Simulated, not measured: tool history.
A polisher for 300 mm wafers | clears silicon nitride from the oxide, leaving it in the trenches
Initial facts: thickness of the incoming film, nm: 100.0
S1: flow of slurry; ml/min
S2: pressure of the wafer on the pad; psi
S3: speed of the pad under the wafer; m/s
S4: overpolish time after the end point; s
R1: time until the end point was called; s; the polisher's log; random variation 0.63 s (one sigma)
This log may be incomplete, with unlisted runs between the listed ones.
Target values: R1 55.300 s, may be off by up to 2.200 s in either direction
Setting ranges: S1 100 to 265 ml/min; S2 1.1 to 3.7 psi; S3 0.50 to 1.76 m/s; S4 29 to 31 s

run,hour,S1,S2,S3,S4,R1
1,0.0,170,2.4,1.12,29,100.850
2,4.6,170,2.4,1.12,31,99.445
3,7.7,170,2.4,1.12,29,99.944
4,15.4,210,2.4,1.12,29,95.036
5,23.7,210,2.5,1.12,29,91.457
6,28.9,210,2.6,1.12,29,90.541
7,30.8,210,2.6,1.12,29,90.287
8,35.5,210,2.7,1.14,29,83.920
9,37.2,215,3.3,1.16,29,68.428
10,40.2,215,3.4,1.16,29,65.609
11,40.8,220,3.6,1.20,29,60.062

5 candidate next runs follow, results not yet known. Just one meets every target within its allowed miss. Identify it.
A,41.4,265,3.6,1.18,29,?
B,41.4,200,3.5,1.06,31,?
C,41.4,205,3.6,1.34,31,?
D,41.4,250,3.6,1.20,29,?
E,41.4,215,3.7,1.16,29,?

move,R1
A,60.546
B,71.405
C,55.130
D,59.934
E,61.377
A: lands further from the targets than the last run did
B: lands further from the targets than the last run did
C: all results in spec
D: no nearer and no further than the last run
E: lands further from the targets than the last run did
Go with C: it meets all targets.
